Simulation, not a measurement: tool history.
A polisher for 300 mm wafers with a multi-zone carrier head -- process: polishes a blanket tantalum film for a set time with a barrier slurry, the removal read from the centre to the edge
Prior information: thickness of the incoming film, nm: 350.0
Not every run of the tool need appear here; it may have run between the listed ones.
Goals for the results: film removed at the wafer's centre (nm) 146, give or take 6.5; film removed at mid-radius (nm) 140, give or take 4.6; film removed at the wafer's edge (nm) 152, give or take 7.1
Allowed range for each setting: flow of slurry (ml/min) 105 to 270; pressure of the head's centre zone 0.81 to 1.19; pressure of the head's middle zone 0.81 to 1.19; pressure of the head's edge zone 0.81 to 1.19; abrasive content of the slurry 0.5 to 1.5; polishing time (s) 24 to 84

run	day	flow of slurry (ml/min)	pressure of the head's centre zone	pressure of the head's middle zone	pressure of the head's edge zone	abrasive content of the slurry	polishing time (s)	film removed at the wafer's centre (nm)	film removed at mid-radius (nm)	film removed at the wafer's edge (nm)
1	0	175	1	1	1	1	54	105.11	108.71	104.79
2	0.354	175	0.92	1	1	1	54	96.739	107.69	105.96
3	0.45	180	0.94	0.99	1.03	1.1	56	106.21	114.71	110.89
4	0.779	180	0.94	0.99	1.03	1.1	42	80.824	85.334	84.727
5	1.129	180	0.94	0.99	1.09	1.1	42	79.292	85.417	87.407
6	1.379	175	0.95	0.97	1.1	1.15	47	91.651	93.924	101.07
7	1.467	170	0.96	0.98	1.11	1.2	50	96.191	102.15	107.86
8	1.508	165	0.99	0.98	1.12	1.25	52	105.03	106.86	114.9
9	1.846	160	1.01	0.99	1.13	1.3	54	112.65	112.55	120.45
10	2.158	165	1.02	0.99	1.14	1.35	56	119.29	119.49	126.34
11	2.308	165	1.03	0.99	1.15	1.4	57	124.96	122.28	128.45
12	2.554	160	1.03	0.99	1.16	1.4	58	126.66	124.51	132.69

Of the 4 settings listed for the next run, only one would bring every result within its allowed miss of target. Which one?
A	2.8	155	0.88	1.11	1.19	1.2	62	?	?	?
B	2.8	185	1.1	0.82	1.19	1.5	63	?	?	?
C	2.8	165	1.06	1.09	1.1	1.45	64	?	?	?
D	2.8	200	0.99	0.9	1.08	1.5	68	?	?	?

move	film removed at the wafer's centre (nm)	film removed at mid-radius (nm)	film removed at the wafer's edge (nm)
A	110.26	140.44	136.1
B	150.62	118.69	148.18
C	144.54	150.01	141.79
D	147.68	139.59	153.12
A: brings the result that was furthest off to its target, and leaves another outside
B: the biggest miss grows against the last run
C: the result that was furthest off in the last run now lies on the other side of its target
D: all results in spec
Move D is the one to make.
